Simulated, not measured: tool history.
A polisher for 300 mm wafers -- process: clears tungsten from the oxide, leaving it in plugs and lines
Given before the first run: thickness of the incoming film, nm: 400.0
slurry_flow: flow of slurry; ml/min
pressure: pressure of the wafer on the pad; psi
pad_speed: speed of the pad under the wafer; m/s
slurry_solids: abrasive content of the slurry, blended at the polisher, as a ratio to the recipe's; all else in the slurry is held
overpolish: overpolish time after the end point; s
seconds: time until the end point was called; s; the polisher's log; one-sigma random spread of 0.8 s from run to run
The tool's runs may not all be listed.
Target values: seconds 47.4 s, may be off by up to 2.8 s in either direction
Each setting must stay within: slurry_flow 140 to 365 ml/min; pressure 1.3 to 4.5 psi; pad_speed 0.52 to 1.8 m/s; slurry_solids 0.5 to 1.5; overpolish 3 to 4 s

Run 1, day 0: slurry_flow 235 ml/min, pressure 2.9 psi, pad_speed 1.16 m/s, slurry_solids 1, overpolish 4 s. Result: seconds 98.661 s.
Run 2, day 0.054: slurry_flow 260 ml/min, pressure 2.9 psi, pad_speed 1.16 m/s, slurry_solids 1, overpolish 4 s. Result: seconds 95.251 s.
Run 3, day 0.288: slurry_flow 215 ml/min, pressure 2.9 psi, pad_speed 1.16 m/s, slurry_solids 1, overpolish 4 s. Result: seconds 95.691 s.
Run 4, day 0.442: slurry_flow 215 ml/min, pressure 3.2 psi, pad_speed 1.2 m/s, slurry_solids 1, overpolish 4 s. Result: seconds 84.75 s.
Run 5, day 0.638: slurry_flow 215 ml/min, pressure 3.2 psi, pad_speed 1.2 m/s, slurry_solids 1.1, overpolish 4 s. Result: seconds 82.147 s.
Run 6, day 0.679: slurry_flow 215 ml/min, pressure 3.6 psi, pad_speed 1.2 m/s, slurry_solids 1.1, overpolish 4 s. Result: seconds 76.483 s.
Run 7, day 1.054: slurry_flow 215 ml/min, pressure 3.8 psi, pad_speed 1.26 m/s, slurry_solids 1.1, overpolish 4 s. Result: seconds 67.519 s.
Run 8, day 1.092: slurry_flow 215 ml/min, pressure 3.9 psi, pad_speed 1.3 m/s, slurry_solids 1.1, overpolish 4 s. Result: seconds 64.08 s.
Run 9, day 1.4: slurry_flow 215 ml/min, pressure 4 psi, pad_speed 1.34 m/s, slurry_solids 1.1, overpolish 4 s. Result: seconds 59.342 s.
Run 10, day 1.612: slurry_flow 215 ml/min, pressure 4.5 psi, pad_speed 1.42 m/s, slurry_solids 1.1, overpolish 4 s. Result: seconds 51.618 s.
Run 11, day 1.783: slurry_flow 215 ml/min, pressure 4.5 psi, pad_speed 1.42 m/s, slurry_solids 1.1, overpolish 4 s. Result: seconds 51.574 s.
Run 12, day 2.112: slurry_flow 215 ml/min, pressure 4.5 psi, pad_speed 1.44 m/s, slurry_solids 1.1, overpolish 4 s. Result: seconds 51.559 s.
Run 13, day 2.446: slurry_flow 215 ml/min, pressure 4.5 psi, pad_speed 1.46 m/s, slurry_solids 1.1, overpolish 4 s. Result: seconds 51.129 s.

5 next moves are on the table. One of them brings every result within its allowed miss. Which?
Run A, day 2.779: slurry_flow 285 ml/min, pressure 4.2 psi, pad_speed 1.36 m/s, slurry_solids 1.1, overpolish 4 s. Result: seconds ?.
Run B, day 2.779: slurry_flow 215 ml/min, pressure 4 psi, pad_speed 1.58 m/s, slurry_solids 0.95, overpolish 3 s. Result: seconds ?.
Run C, day 2.779: slurry_flow 235 ml/min, pressure 4.5 psi, pad_speed 1.5 m/s, slurry_solids 1.2, overpolish 3 s. Result: seconds ?.
Run D, day 2.779: slurry_flow 165 ml/min, pressure 4.1 psi, pad_speed 1.42 m/s, slurry_solids 1.25, overpolish 4 s. Result: seconds ?.
Run E, day 2.779: slurry_flow 235 ml/min, pressure 4.3 psi, pad_speed 1.42 m/s, slurry_solids 1.2, overpolish 4 s. Result: seconds ?.

move  seconds
   A   55.952
   B   54.759
   C    48.04
   D   56.861
   E   52.636
A: moves away from the targets compared with the last run
B: moves away from the targets compared with the last run
C: hits every target within its allowed miss
D: moves away from the targets compared with the last run
E: moves away from the targets compared with the last run
C meets every target.
